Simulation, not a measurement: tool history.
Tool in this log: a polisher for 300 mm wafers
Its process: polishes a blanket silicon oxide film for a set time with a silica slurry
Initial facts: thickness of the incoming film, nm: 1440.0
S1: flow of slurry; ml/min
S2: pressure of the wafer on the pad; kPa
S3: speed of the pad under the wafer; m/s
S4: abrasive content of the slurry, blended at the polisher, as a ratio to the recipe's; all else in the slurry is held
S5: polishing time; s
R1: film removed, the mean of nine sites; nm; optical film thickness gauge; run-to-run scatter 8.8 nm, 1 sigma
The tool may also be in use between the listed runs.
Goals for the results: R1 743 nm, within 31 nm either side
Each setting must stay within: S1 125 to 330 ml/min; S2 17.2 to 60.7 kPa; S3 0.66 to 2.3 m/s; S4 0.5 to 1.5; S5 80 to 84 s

run	hour	S1	S2	S3	S4	S5	R1
1	0	210	38.6	1.46	1	80	464.56
2	1.4	210	38.6	1.66	1	80	502
3	8.1	210	41.4	1.66	1	80	535.97
4	12.2	210	48.3	1.66	1	80	626.61
5	19.2	210	49.6	1.66	1	80	639.49
6	22.2	210	49.6	1.66	1	84	661.23
7	30.4	210	51	1.66	1	84	685.6
8	35.4	210	51.7	1.66	1	84	690.23
9	38.2	210	52.4	1.66	1	84	707.88

Pick the move, out of 4, that brings all results within their allowed miss; only one does.
A	41	305	45.5	1.96	0.85	84	?
B	41	235	53.1	1.44	1.05	84	?
C	41	215	49	1.48	1.15	84	?
D	41	195	55.8	1.84	0.85	84	?

move	R1
A	657.25
B	687.71
C	660.88
D	735.97
A: its largest miss is bigger than the last run's
B: its largest miss is bigger than the last run's
C: its largest miss is bigger than the last run's
D: hits every target within its allowed miss
D is the move that brings every result within its allowed miss.

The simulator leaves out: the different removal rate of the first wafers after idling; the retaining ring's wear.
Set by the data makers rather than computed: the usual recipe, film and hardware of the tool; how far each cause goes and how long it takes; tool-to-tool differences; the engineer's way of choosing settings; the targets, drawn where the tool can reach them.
